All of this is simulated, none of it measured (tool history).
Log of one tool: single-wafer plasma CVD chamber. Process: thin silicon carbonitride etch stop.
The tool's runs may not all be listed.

run	hour	RF power (kW)	deposition time (s)	mean film thickness on the monitor wafer (angstrom)
1	0.0	0.205	20.6	119.67
2	0.7	0.210	21.0	122.41
3	7.1	0.210	18.7	108.32
4	8.4	0.215	19.4	114.49
5	13.5	0.245	19.4	120.33
6	18.0	0.245	17.7	109.21
7	24.0	0.250	18.4	114.05
8	27.9	0.255	19.0	118.79
9	30.9	0.255	19.5	122.38

Run 10 comes next. What will it give?
10	36.8	0.255	19.5	?

Run 10 gave mean film thickness on the monitor wafer (angstrom) 122.15.

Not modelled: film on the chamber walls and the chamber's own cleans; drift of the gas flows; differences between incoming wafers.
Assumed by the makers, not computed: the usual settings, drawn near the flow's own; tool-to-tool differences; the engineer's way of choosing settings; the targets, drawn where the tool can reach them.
